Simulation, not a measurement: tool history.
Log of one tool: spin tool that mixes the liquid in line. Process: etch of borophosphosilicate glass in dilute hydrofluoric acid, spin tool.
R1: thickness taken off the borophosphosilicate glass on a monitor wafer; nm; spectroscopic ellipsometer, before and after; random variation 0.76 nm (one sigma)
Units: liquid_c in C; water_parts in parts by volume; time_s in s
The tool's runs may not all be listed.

Run 1, day 0.000: liquid_c 26.0 C, water_parts 60 parts by volume, time_s 85 s. Result: R1 42.718 nm.
Run 2, day 0.042: liquid_c 27.5 C, water_parts 55 parts by volume, time_s 85 s. Result: R1 50.297 nm.
Run 3, day 0.154: liquid_c 27.5 C, water_parts 55 parts by volume, time_s 90 s. Result: R1 52.763 nm.
Run 4, day 0.254: liquid_c 28.5 C, water_parts 50 parts by volume, time_s 90 s. Result: R1 60.945 nm.
Run 5, day 0.517: liquid_c 28.5 C, water_parts 65 parts by volume, time_s 90 s. Result: R1 45.847 nm.
Run 6, day 0.746: liquid_c 26.5 C, water_parts 65 parts by volume, time_s 90 s. Result: R1 42.550 nm.
Run 7, day 0.812: liquid_c 28.0 C, water_parts 60 parts by volume, time_s 90 s. Result: R1 49.087 nm.
Run 8, day 1.012: liquid_c 29.0 C, water_parts 55 parts by volume, time_s 90 s. Result: R1 56.013 nm.
Run 9, day 1.121: liquid_c 30.0 C, water_parts 50 parts by volume, time_s 90 s. Result: R1 63.685 nm.
Run 10, day 1.150: liquid_c 30.5 C, water_parts 45 parts by volume, time_s 90 s. Result: R1 72.839 nm.

Forecast run 11:
Run 11, day 1.400: liquid_c 30.5 C, water_parts 45 parts by volume, time_s 90 s. Result: R1 ?.

{"run 11": {"R1": 73.191}}

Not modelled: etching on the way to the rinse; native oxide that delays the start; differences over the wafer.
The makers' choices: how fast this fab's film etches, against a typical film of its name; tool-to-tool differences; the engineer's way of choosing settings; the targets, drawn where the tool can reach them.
